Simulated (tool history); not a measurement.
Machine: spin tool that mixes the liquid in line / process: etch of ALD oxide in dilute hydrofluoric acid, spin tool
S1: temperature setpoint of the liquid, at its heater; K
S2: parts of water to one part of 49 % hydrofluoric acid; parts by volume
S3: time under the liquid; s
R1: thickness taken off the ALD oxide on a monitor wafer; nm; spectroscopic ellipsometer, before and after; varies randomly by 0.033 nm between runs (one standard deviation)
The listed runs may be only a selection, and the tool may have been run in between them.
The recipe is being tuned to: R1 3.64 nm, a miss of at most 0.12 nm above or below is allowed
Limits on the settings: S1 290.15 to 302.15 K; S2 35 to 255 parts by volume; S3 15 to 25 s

run  hour      S1   S2  S3      R1
  1     0  294.15  145  25  2.0912
  2   6.4  295.15  140  25  2.2643
  3   7.4  295.65  135  25  2.4167
  4  15.1  292.65  135  25  2.1263
  5  22.1  292.65  180  25  1.5358
  6  28.5  293.65  170  25  1.6878
  7  30.7  294.65  165  25   1.806
     31.9  -- thermometer replaced
  8  31.9  295.65  160  25  2.1218

Consider the 4 candidate settings below. Which is the only one whose results all fall within their allowed miss of target?
  A  33.1  298.65  100  25   ?
  B  33.1  302.15  180  15   ?
  C  33.1  294.15   95  25   ?
  D  33.1  299.15   85  25   ?

move      R1
   A  4.0791
   B  1.4018
   C  3.6089
   D    4.99
A: pushes the last run's worst result past its target
B: moves away from the targets compared with the last run
C: meets every target
D: pushes the last run's worst result past its target
So the answer is move C, the one that meets all the targets.

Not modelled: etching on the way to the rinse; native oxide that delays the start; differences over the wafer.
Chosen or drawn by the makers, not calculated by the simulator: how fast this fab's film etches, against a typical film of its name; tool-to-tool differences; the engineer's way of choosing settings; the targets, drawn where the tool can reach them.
